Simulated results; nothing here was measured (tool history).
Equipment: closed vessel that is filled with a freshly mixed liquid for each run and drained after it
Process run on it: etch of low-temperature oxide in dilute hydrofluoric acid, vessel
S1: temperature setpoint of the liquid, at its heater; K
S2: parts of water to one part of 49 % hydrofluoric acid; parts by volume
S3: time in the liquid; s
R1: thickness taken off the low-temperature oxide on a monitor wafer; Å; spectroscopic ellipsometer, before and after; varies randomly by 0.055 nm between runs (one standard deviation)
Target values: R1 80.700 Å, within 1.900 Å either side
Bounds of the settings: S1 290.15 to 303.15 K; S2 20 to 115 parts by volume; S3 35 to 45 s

Run 1, day 0.000: S1 295.15 K, S2 65 parts by volume, S3 45 s. Result: R1 158.700 Å.
Run 2, day 0.092: S1 295.15 K, S2 65 parts by volume, S3 35 s. Result: R1 122.340 Å.
Run 3, day 0.421: S1 295.15 K, S2 65 parts by volume, S3 45 s. Result: R1 161.420 Å.
Run 4, day 0.538: S1 294.15 K, S2 70 parts by volume, S3 45 s. Result: R1 141.260 Å.
Run 5, day 0.679: S1 294.15 K, S2 60 parts by volume, S3 45 s. Result: R1 168.070 Å.
Run 6, day 0.833: S1 294.15 K, S2 60 parts by volume, S3 45 s. Result: R1 166.280 Å.
Run 7, day 1.162: S1 293.65 K, S2 65 parts by volume, S3 45 s. Result: R1 151.340 Å.
Run 8, day 1.438: S1 293.15 K, S2 70 parts by volume, S3 45 s. Result: R1 135.910 Å.
Run 9, day 1.521: S1 292.65 K, S2 75 parts by volume, S3 45 s. Result: R1 122.550 Å.
Run 10, day 1.775: S1 292.15 K, S2 80 parts by volume, S3 45 s. Result: R1 112.610 Å.
Run 11, day 2.150: S1 291.65 K, S2 85 parts by volume, S3 45 s. Result: R1 101.590 Å.
Run 12, day 2.492: S1 290.65 K, S2 90 parts by volume, S3 45 s. Result: R1 92.541 Å.
Run 13, day 2.671: S1 290.15 K, S2 95 parts by volume, S3 45 s. Result: R1 85.657 Å.

Which of these 4 next moves meets every target?
Run A, day 2.850: S1 290.15 K, S2 100 parts by volume, S3 45 s. Result: R1 ?.
Run B, day 2.850: S1 290.15 K, S2 105 parts by volume, S3 45 s. Result: R1 ?.
Run C, day 2.850: S1 291.15 K, S2 95 parts by volume, S3 45 s. Result: R1 ?.
Run D, day 2.850: S1 294.15 K, S2 105 parts by volume, S3 45 s. Result: R1 ?.

move      R1
   A  81.118
   B  76.856
   C  89.527
   D  90.667
A: hits every target within its allowed miss
B: carries the result that was furthest off beyond its target, to the other side
C: lands further from the targets than the last run did
D: lands further from the targets than the last run did
A is the move that brings every result within its allowed miss.

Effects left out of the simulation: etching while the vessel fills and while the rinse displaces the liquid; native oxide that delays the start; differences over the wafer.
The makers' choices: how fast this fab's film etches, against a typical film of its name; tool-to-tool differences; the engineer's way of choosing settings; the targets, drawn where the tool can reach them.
